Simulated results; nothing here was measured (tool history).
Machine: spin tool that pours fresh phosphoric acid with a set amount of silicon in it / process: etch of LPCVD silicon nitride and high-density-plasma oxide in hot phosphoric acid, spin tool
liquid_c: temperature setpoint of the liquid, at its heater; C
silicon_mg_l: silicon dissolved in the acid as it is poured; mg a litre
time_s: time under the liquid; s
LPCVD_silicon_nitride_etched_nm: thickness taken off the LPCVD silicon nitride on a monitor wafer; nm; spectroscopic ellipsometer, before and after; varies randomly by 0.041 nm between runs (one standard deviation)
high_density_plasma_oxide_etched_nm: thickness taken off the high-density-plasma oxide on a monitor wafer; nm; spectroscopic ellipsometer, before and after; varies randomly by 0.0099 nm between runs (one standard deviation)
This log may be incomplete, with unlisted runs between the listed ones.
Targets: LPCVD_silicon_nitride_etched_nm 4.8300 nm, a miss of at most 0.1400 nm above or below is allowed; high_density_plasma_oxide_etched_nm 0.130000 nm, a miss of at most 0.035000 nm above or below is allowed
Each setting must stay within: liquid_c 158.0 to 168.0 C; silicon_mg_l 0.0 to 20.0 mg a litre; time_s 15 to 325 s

run,hour,liquid_c,silicon_mg_l,time_s,LPCVD_silicon_nitride_etched_nm,high_density_plasma_oxide_etched_nm
1,0.0,163.0,9.0,165,15.1200,0.444100
2,6.2,162.0,8.5,140,12.4540,0.385130
3,11.9,161.5,10.0,120,10.5840,0.320190
4,14.5,161.5,6.5,120,10.3530,0.327480
5,22.8,161.0,7.5,105,9.1360,0.251520
6,29.2,160.5,6.0,90,7.5409,0.204660
7,38.1,160.5,6.0,90,7.5659,0.225940
8,39.4,160.0,5.5,85,7.1023,0.203010
9,47.6,159.5,5.0,80,6.5564,0.229130
10,50.5,159.5,5.0,80,6.5202,0.189920
11,58.8,159.5,5.0,75,6.0723,0.184390
12,59.6,159.5,5.5,70,5.7789,0.161850
13,63.6,158.5,5.5,40,3.1392,0.072567
14,69.9,159.0,5.5,40,3.2747,0.097978
15,77.0,159.0,5.0,40,3.2505,0.095116
16,81.4,159.0,4.5,45,3.5625,0.105270
17,84.0,161.5,7.0,85,7.3162,0.242920
18,91.9,161.0,8.0,80,6.8088,0.216940
19,100.2,160.5,8.0,80,6.7683,0.208620
20,102.3,160.0,6.5,80,6.6087,0.225650
21,107.4,160.0,5.5,75,6.2685,0.188480
22,112.4,159.5,5.5,75,6.1811,0.178480

Which of these 5 next moves meets every target?
A,117.4,159.0,9.5,65,?,?
B,117.4,159.0,7.0,60,?,?
C,117.4,158.0,19.5,105,?,?
D,117.4,168.0,0.0,40,?,?
E,117.4,158.0,8.0,115,?,?

move,LPCVD_silicon_nitride_etched_nm,high_density_plasma_oxide_etched_nm
A,5.2941,0.131240
B,4.8869,0.127800
C,8.2677,0.153520
D,4.3867,0.188190
E,9.0551,0.222610
A: closer than the last run, but not yet in spec
B: each result inside its tolerance
C: lands further from the targets than the last run did
D: takes the result that was furthest off past its target
E: lands further from the targets than the last run did
The move that meets every target is B.
